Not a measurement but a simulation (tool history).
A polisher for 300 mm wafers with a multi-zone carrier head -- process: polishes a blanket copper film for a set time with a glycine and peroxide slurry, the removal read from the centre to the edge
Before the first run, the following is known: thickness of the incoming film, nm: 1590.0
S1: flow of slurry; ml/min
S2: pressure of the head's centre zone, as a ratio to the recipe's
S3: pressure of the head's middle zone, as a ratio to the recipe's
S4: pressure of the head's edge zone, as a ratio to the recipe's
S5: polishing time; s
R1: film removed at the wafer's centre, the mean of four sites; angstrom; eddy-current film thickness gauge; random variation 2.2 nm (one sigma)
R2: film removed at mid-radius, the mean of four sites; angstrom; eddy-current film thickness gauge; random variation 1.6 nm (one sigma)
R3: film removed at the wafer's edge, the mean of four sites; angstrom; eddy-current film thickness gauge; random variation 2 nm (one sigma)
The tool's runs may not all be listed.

run	hour	S1	S2	S3	S4	S5	R1	R2	R3
1	0.0	210	1.00	1.00	1.00	79	2407.7	2358.2	2454.8
2	4.0	255	1.00	1.00	1.00	79	2454.0	2435.4	2433.2
3	4.5	260	1.00	0.97	0.98	70	2178.3	2113.0	2139.9
4	11.8	260	1.00	0.97	0.98	78	2395.9	2290.4	2379.2
5	19.1	260	0.91	0.97	0.98	78	2267.0	2395.0	2403.4
6	27.8	260	0.91	1.04	0.98	78	2194.2	2480.7	2337.7
7	32.8	260	0.93	1.00	0.96	69	1991.6	2111.0	2121.5
8	40.4	270	0.96	0.99	0.94	63	1878.3	1930.3	1932.9
9	42.8	275	0.98	0.98	0.92	59	1847.0	1812.4	1824.4
10	48.3	275	0.99	0.97	0.91	56	1724.6	1701.5	1633.4

Run 11 has not been measured yet. What should we expect?
11	49.9	265	0.99	0.94	0.91	56	?	?	?

{"run 11": {"R1": 1726.7, "R2": 1667.0, "R3": 1662.6}}
